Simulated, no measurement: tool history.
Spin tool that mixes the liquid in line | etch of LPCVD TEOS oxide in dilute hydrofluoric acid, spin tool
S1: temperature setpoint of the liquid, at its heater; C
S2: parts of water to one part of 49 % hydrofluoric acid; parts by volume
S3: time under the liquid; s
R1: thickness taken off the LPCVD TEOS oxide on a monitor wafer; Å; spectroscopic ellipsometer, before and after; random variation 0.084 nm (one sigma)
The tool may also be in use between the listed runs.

run    day    S1   S2  S3      R1
  1      0    22  275  85  84.482
  2  0.158    25  275  85   93.99
  3  0.354  26.5  230  85  124.03
  4  0.654  26.5  175  85  174.17
  5  0.962  26.5  175  85  173.22
  6  1.221  27.5  170  85  186.82
  7  1.242    28  170  85  189.28
  8  1.338    28  170  85  190.72
  9  1.696  28.5  170  85  194.25

Run 10 is up next; what results do you expect?
 10  1.742  29  170  85   ?

R1: 197.57 Å

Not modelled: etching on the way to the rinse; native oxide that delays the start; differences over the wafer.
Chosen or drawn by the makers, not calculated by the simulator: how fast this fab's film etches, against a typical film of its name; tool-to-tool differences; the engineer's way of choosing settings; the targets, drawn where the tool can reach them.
